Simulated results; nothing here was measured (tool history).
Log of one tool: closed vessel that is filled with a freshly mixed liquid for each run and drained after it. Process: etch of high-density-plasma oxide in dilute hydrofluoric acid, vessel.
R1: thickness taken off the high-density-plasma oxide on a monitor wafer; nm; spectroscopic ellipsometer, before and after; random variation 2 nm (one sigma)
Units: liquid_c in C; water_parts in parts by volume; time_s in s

{"run": 1, "hour": 0.0, "liquid_c": 22.0, "water_parts": 50, "time_s": 820, "R1": 73.139}
{"run": 2, "hour": 5.2, "liquid_c": 22.0, "water_parts": 60, "time_s": 820, "R1": 61.162}
{"run": 3, "hour": 7.6, "liquid_c": 23.0, "water_parts": 55, "time_s": 825, "R1": 68.652}
{"run": 4, "hour": 12.5, "liquid_c": 24.0, "water_parts": 50, "time_s": 830, "R1": 82.221}
{"run": 5, "hour": 16.2, "liquid_c": 24.5, "water_parts": 45, "time_s": 835, "R1": 91.467}
{"run": 6, "hour": 21.9, "liquid_c": 24.5, "water_parts": 55, "time_s": 835, "R1": 74.214}
{"run": 7, "hour": 28.8, "liquid_c": 25.0, "water_parts": 50, "time_s": 840, "R1": 84.188}
{"run": 8, "hour": 35.3, "liquid_c": 25.5, "water_parts": 45, "time_s": 845, "R1": 96.643}
{"run": 9, "hour": 43.0, "liquid_c": 26.0, "water_parts": 40, "time_s": 850, "R1": 114.23}
{"run": 10, "hour": 51.9, "liquid_c": 26.0, "water_parts": 40, "time_s": 850, "R1": 113.06}

Run 11 comes next. What will it give?
{"run": 11, "hour": 56.5, "liquid_c": 30.0, "water_parts": 20, "time_s": 870, "R1": "?"}

R1: 279.190 nm

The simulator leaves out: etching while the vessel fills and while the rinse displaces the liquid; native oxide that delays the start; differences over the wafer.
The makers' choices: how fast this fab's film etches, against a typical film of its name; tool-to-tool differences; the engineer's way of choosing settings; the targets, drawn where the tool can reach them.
